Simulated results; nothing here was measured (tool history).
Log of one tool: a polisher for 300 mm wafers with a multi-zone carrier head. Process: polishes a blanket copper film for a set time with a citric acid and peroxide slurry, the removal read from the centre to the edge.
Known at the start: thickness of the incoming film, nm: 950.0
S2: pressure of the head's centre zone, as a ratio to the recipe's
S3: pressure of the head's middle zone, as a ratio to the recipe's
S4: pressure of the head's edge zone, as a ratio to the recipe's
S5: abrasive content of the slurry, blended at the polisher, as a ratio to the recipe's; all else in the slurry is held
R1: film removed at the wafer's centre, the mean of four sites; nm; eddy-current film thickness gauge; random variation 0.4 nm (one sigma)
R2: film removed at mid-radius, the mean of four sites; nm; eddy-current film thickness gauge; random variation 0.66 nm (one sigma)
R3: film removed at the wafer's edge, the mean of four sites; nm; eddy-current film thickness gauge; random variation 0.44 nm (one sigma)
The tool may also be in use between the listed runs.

run 1 hour=0 | flow_of_slurry_(ml/min)=275 S2=1 S3=1 S4=1 S5=1 polishing_time_(s)=30 | R1=76.897 R2=77.361 R3=74.149
run 2 hour=7.1 | flow_of_slurry_(ml/min)=280 S2=1.01 S3=1.01 S4=0.97 S5=0.9 polishing_time_(s)=29 | R1=72.581 R2=74.314 R3=68.793
run 3 hour=7.8 | flow_of_slurry_(ml/min)=345 S2=1.01 S3=1.01 S4=0.97 S5=0.9 polishing_time_(s)=29 | R1=73.428 R2=74.642 R3=69.431
run 4 hour=13.7 | flow_of_slurry_(ml/min)=345 S2=1.02 S3=1.01 S4=0.95 S5=0.85 polishing_time_(s)=28 | R1=71.926 R2=71.241 R3=65.551
run 5 hour=16.4 | flow_of_slurry_(ml/min)=345 S2=1.1 S3=1.01 S4=0.95 S5=0.85 polishing_time_(s)=28 | R1=76.805 R2=69.677 R3=65.536
run 6 hour=18.8 | flow_of_slurry_(ml/min)=345 S2=1.1 S3=1.06 S4=0.95 S5=0.85 polishing_time_(s)=28 | R1=77.514 R2=74.093 R3=64.533
run 7 hour=24.6 | flow_of_slurry_(ml/min)=345 S2=1.09 S3=1.06 S4=0.93 S5=0.8 polishing_time_(s)=28 | R1=74.992 R2=73.293 R3=63.699
run 8 hour=26.1 | flow_of_slurry_(ml/min)=345 S2=1.09 S3=1.06 S4=0.92 S5=0.75 polishing_time_(s)=28 | R1=73.198 R2=71.993 R3=61.114
run 9 hour=28.8 | flow_of_slurry_(ml/min)=340 S2=1.08 S3=1.05 S4=0.9 S5=0.7 polishing_time_(s)=28 | R1=69.731 R2=68.997 R3=60.28
run 10 hour=31.8 | flow_of_slurry_(ml/min)=340 S2=1.08 S3=1.05 S4=0.9 S5=0.7 polishing_time_(s)=28 | R1=70.904 R2=67.913 R3=60.2

Forecast run 11:
run 11 hour=38.9 | flow_of_slurry_(ml/min)=335 S2=1.08 S3=1.06 S4=0.89 S5=0.65 polishing_time_(s)=28 | R1=? R2=? R3=?

{"run 11": {"R1": 68.578, "R2": 67.439, "R3": 58.033}}
